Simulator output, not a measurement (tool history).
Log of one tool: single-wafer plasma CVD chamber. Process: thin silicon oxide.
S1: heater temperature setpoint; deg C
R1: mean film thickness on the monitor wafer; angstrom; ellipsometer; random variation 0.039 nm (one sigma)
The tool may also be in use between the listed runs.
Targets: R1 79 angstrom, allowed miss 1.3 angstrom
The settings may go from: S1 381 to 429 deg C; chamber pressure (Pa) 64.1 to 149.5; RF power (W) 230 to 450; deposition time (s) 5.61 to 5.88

Run 1, hour 0: S1 405 deg C, chamber pressure (Pa) 106.8, RF power (W) 340, deposition time (s) 5.88. Result: R1 115.86 angstrom.
Run 2, hour 1.8: S1 405 deg C, chamber pressure (Pa) 101.2, RF power (W) 340, deposition time (s) 5.88. Result: R1 110.8 angstrom.
Run 3, hour 9.3: S1 405 deg C, chamber pressure (Pa) 96.4, RF power (W) 335, deposition time (s) 5.88. Result: R1 104.06 angstrom.
Run 4, hour 14.9: S1 405 deg C, chamber pressure (Pa) 92.8, RF power (W) 335, deposition time (s) 5.88. Result: R1 99.625 angstrom.
Run 5, hour 21.4: S1 405 deg C, chamber pressure (Pa) 92.8, RF power (W) 295, deposition time (s) 5.88. Result: R1 95.03 angstrom.
Run 6, hour 28.6: S1 405 deg C, chamber pressure (Pa) 100, RF power (W) 295, deposition time (s) 5.88. Result: R1 103.67 angstrom.
Run 7, hour 34.2: S1 405 deg C, chamber pressure (Pa) 96.7, RF power (W) 295, deposition time (s) 5.88. Result: R1 99.283 angstrom.
Run 8, hour 38.5: S1 405 deg C, chamber pressure (Pa) 93.7, RF power (W) 295, deposition time (s) 5.88. Result: R1 96 angstrom.
Run 9, hour 40.6: S1 405 deg C, chamber pressure (Pa) 91.3, RF power (W) 295, deposition time (s) 5.88. Result: R1 92.891 angstrom.
Run 10, hour 43.6: S1 405 deg C, chamber pressure (Pa) 71.2, RF power (W) 290, deposition time (s) 5.88. Result: R1 70.067 angstrom.
Run 11, hour 51.7: S1 405 deg C, chamber pressure (Pa) 72.4, RF power (W) 290, deposition time (s) 5.88. Result: R1 71.684 angstrom.
Run 12, hour 54.4: S1 405 deg C, chamber pressure (Pa) 73.3, RF power (W) 290, deposition time (s) 5.88. Result: R1 72.28 angstrom.
Run 13, hour 63.2: S1 405 deg C, chamber pressure (Pa) 74.3, RF power (W) 290, deposition time (s) 5.88. Result: R1 73.749 angstrom.
Run 14, hour 66.4: S1 405 deg C, chamber pressure (Pa) 74.9, RF power (W) 290, deposition time (s) 5.88. Result: R1 74.872 angstrom.
Run 15, hour 75.2: S1 405 deg C, chamber pressure (Pa) 74.9, RF power (W) 290, deposition time (s) 5.88. Result: R1 74.324 angstrom.
Run 16, hour 79.5: S1 405 deg C, chamber pressure (Pa) 74.9, RF power (W) 290, deposition time (s) 5.88. Result: R1 73.887 angstrom.
Run 17, hour 82.7: S1 405 deg C, chamber pressure (Pa) 75.6, RF power (W) 290, deposition time (s) 5.88. Result: R1 74.551 angstrom.
Run 18, hour 91.7: S1 405 deg C, chamber pressure (Pa) 76.1, RF power (W) 290, deposition time (s) 5.88. Result: R1 76.31 angstrom.
Run 19, hour 97: S1 405 deg C, chamber pressure (Pa) 76.5, RF power (W) 290, deposition time (s) 5.88. Result: R1 76.781 angstrom.
Run 20, hour 102.2: S1 405 deg C, chamber pressure (Pa) 76.8, RF power (W) 290, deposition time (s) 5.88. Result: R1 76.538 angstrom.
Run 21, hour 107.9: S1 405 deg C, chamber pressure (Pa) 77.1, RF power (W) 290, deposition time (s) 5.88. Result: R1 76.793 angstrom.
Run 22, hour 115.6: S1 405 deg C, chamber pressure (Pa) 77.3, RF power (W) 290, deposition time (s) 5.88. Result: R1 77.894 angstrom.
Run 23, hour 116.7: S1 405 deg C, chamber pressure (Pa) 77.5, RF power (W) 290, deposition time (s) 5.88. Result: R1 77.339 angstrom.

4 next moves are on the table. One of them brings every result within its allowed miss. Which?
Run A, hour 117.8: S1 403 deg C, chamber pressure (Pa) 80, RF power (W) 265, deposition time (s) 5.77. Result: R1 ?.
Run B, hour 117.8: S1 408 deg C, chamber pressure (Pa) 81.5, RF power (W) 260, deposition time (s) 5.73. Result: R1 ?.
Run C, hour 117.8: S1 410 deg C, chamber pressure (Pa) 74, RF power (W) 295, deposition time (s) 5.88. Result: R1 ?.
Run D, hour 117.8: S1 393 deg C, chamber pressure (Pa) 79.9, RF power (W) 275, deposition time (s) 5.88. Result: R1 ?.

move      R1
   A  74.979
   B  75.116
   C  72.976
   D   77.98
A: further off than the last run
B: further off than the last run
C: further off than the last run
D: meets every target
The right move is D.
